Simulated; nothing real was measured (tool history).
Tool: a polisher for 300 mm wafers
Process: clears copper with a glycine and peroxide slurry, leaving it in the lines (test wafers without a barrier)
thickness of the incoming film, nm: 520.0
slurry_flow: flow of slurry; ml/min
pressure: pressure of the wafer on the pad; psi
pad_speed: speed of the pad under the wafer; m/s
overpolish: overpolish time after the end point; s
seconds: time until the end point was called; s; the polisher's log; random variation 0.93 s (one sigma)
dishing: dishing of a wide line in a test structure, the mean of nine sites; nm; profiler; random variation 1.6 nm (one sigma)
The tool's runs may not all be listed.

run 1 day=0.000 | slurry_flow=155 pressure=2.8 pad_speed=0.80 overpolish=17 | seconds=99.873 dishing=58.877
run 2 day=0.100 | slurry_flow=155 pressure=2.8 pad_speed=0.80 overpolish=11 | seconds=98.035 dishing=41.578
run 3 day=0.275 | slurry_flow=155 pressure=2.8 pad_speed=0.80 overpolish=15 | seconds=98.600 dishing=52.394
run 4 day=0.342 | slurry_flow=155 pressure=2.8 pad_speed=0.80 overpolish=11 | seconds=95.907 dishing=41.790
run 5 day=0.367 | slurry_flow=135 pressure=2.8 pad_speed=0.80 overpolish=11 | seconds=99.789 dishing=41.318
run 6 day=0.712 | slurry_flow=140 pressure=3.2 pad_speed=0.80 overpolish=13 | seconds=91.640 dishing=50.532
run 7 day=1.067 | slurry_flow=140 pressure=3.2 pad_speed=0.80 overpolish=13 | seconds=91.422 dishing=48.371

Forecast run 8:
run 8 day=1.308 | slurry_flow=145 pressure=3.5 pad_speed=0.82 overpolish=15 | seconds=? dishing=?

{"run 8": {"seconds": 83.446, "dishing": 59.932}}
